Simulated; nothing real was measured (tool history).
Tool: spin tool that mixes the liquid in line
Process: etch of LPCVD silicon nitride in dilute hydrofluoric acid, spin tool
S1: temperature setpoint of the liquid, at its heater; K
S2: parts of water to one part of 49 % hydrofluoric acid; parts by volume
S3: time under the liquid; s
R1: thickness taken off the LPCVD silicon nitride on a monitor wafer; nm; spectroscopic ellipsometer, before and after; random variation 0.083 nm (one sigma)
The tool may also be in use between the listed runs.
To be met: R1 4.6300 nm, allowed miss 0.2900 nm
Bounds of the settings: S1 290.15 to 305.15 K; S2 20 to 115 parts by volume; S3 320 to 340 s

run	hour	S1	S2	S3	R1
1	0.0	297.15	65	320	2.5496
2	0.8	297.15	65	340	2.6906
3	2.9	298.65	65	340	3.0910
4	5.8	298.65	55	340	3.5159
5	8.8	299.15	55	340	3.6842
6	12.8	299.15	65	340	3.1926
7	16.5	300.15	65	340	3.2682
8	20.8	301.15	65	340	3.4784

5 next moves are on the table. One of them brings every result within its allowed miss. Which?
A	25.1	297.15	75	330	?
B	25.1	299.65	60	320	?
C	25.1	302.65	55	340	?
D	25.1	300.65	80	320	?
E	25.1	295.15	60	335	?

move	R1
A	2.3130
B	3.2981
C	4.6441
D	2.6479
E	2.5541
A: further off than the last run
B: further off than the last run
C: meets every target
D: further off than the last run
E: further off than the last run
Move C is the one to make.

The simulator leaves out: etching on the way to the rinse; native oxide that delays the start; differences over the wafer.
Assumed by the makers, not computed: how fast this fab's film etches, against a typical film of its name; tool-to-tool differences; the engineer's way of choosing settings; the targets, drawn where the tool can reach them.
